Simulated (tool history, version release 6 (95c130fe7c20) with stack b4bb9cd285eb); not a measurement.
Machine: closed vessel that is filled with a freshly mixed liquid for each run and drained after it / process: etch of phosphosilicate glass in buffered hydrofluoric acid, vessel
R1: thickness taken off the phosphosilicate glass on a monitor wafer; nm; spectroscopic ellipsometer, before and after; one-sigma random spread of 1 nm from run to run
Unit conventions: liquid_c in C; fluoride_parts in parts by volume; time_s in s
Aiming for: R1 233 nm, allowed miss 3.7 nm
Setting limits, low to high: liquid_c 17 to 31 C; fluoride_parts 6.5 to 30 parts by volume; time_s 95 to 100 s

{"run": 1, "hour": 0.0, "liquid_c": 23, "fluoride_parts": 18.5, "time_s": 95, "R1": 320.35}
{"run": 2, "hour": 1.8, "liquid_c": 21.5, "fluoride_parts": 18.5, "time_s": 95, "R1": 294.22}
{"run": 3, "hour": 8.5, "liquid_c": 21.5, "fluoride_parts": 21, "time_s": 95, "R1": 263.66}
{"run": 4, "hour": 14.2, "liquid_c": 21, "fluoride_parts": 21, "time_s": 95, "R1": 258.01}
{"run": 5, "hour": 16.0, "liquid_c": 21, "fluoride_parts": 21, "time_s": 100, "R1": 270.88}
{"run": 6, "hour": 22.5, "liquid_c": 20.5, "fluoride_parts": 21, "time_s": 100, "R1": 261.1}
{"run": 7, "hour": 28.0, "liquid_c": 20, "fluoride_parts": 21, "time_s": 100, "R1": 254.67}
{"run": 8, "hour": 36.3, "liquid_c": 19.5, "fluoride_parts": 21, "time_s": 100, "R1": 251.71}
{"run": 9, "hour": 38.9, "liquid_c": 19, "fluoride_parts": 21, "time_s": 100, "R1": 241.24}

4 candidate next runs follow, results not yet known. Just one meets every target within its allowed miss. Identify it.
{"run": "A", "hour": 41.5, "liquid_c": 20.5, "fluoride_parts": 22, "time_s": 95, "R1": "?"}
{"run": "B", "hour": 41.5, "liquid_c": 18.5, "fluoride_parts": 20.5, "time_s": 100, "R1": "?"}
{"run": "C", "hour": 41.5, "liquid_c": 21, "fluoride_parts": 21.5, "time_s": 95, "R1": "?"}
{"run": "D", "hour": 41.5, "liquid_c": 19, "fluoride_parts": 20.5, "time_s": 95, "R1": "?"}

move=A R1=240.43
move=B R1=237.4
move=C R1=251.2
move=D R1=232.01
A: closer than the last run, but not yet in spec
B: closer than the last run, but not yet in spec
C: misses by more than the last run did
D: all results in spec
D is the move that brings every result within its allowed miss.

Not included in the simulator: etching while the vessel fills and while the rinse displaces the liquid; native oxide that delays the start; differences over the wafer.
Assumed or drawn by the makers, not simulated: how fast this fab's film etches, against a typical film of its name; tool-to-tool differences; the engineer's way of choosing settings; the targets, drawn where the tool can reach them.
